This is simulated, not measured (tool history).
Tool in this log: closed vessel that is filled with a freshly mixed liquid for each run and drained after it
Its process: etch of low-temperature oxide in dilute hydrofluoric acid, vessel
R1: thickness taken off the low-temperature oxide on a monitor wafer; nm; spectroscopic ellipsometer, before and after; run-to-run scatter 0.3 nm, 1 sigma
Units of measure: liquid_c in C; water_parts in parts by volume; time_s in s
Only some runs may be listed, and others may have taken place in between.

{"run": 1, "hour": 0.0, "liquid_c": 25.0, "water_parts": 155, "time_s": 150, "R1": 19.111}
{"run": 2, "hour": 1.2, "liquid_c": 22.5, "water_parts": 155, "time_s": 150, "R1": 17.408}
{"run": 3, "hour": 7.9, "liquid_c": 22.5, "water_parts": 195, "time_s": 150, "R1": 13.221}
{"run": 4, "hour": 9.1, "liquid_c": 25.5, "water_parts": 150, "time_s": 150, "R1": 20.007}
{"run": 5, "hour": 12.7, "liquid_c": 22.5, "water_parts": 150, "time_s": 150, "R1": 17.977}
{"run": 6, "hour": 20.0, "liquid_c": 22.5, "water_parts": 185, "time_s": 150, "R1": 14.101}
{"run": 7, "hour": 22.9, "liquid_c": 25.5, "water_parts": 145, "time_s": 150, "R1": 21.176}
{"run": 8, "hour": 30.8, "liquid_c": 29.5, "water_parts": 80, "time_s": 150, "R1": 47.889}
{"run": 9, "hour": 31.8, "liquid_c": 30.0, "water_parts": 80, "time_s": 150, "R1": 49.124}

The next listed run, before its measurement:
{"run": 10, "hour": 37.6, "liquid_c": 30.0, "water_parts": 80, "time_s": 150, "R1": "?"}

{"run 10": {"R1": 49.419}}

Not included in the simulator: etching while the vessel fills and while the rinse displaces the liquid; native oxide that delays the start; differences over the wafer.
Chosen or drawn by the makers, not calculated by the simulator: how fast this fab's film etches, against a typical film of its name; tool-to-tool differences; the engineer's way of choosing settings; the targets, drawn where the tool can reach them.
